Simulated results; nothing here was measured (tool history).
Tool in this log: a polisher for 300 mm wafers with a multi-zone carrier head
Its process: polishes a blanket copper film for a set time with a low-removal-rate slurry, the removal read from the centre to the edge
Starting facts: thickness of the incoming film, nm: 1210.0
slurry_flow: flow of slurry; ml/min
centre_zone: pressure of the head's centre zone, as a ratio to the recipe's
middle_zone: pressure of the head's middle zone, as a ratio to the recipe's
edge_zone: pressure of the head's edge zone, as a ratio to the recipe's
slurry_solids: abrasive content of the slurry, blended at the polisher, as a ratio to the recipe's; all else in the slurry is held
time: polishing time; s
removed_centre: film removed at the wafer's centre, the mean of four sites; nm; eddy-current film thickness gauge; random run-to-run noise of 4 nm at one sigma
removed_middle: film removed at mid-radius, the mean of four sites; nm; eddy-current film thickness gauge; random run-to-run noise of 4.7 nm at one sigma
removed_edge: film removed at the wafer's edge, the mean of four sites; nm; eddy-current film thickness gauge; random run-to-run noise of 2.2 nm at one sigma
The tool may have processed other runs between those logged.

run,hour,slurry_flow,centre_zone,middle_zone,edge_zone,slurry_solids,time,removed_centre,removed_middle,removed_edge
1,0.0,225,1.00,1.00,1.00,1.00,87,213.39,208.59,209.73
2,8.1,225,1.03,1.00,1.00,1.00,87,215.37,207.88,208.43
3,16.2,225,1.03,1.00,0.94,1.00,87,220.06,203.68,201.66
4,24.2,225,1.06,1.00,0.94,1.00,87,217.22,206.34,202.27
5,27.7,225,1.06,1.00,0.94,1.00,107,275.61,250.08,248.64
6,36.3,235,1.08,1.01,0.95,1.05,107,283.30,261.97,254.17
7,39.0,240,1.09,1.01,0.96,1.10,108,292.66,273.90,257.46

Predict the results of run 8:
8,47.1,240,1.10,1.00,0.98,1.15,109,?,?,?

Run 8 came out at removed_centre 303.24 nm, removed_middle 271.95 nm, removed_edge 267.43 nm.
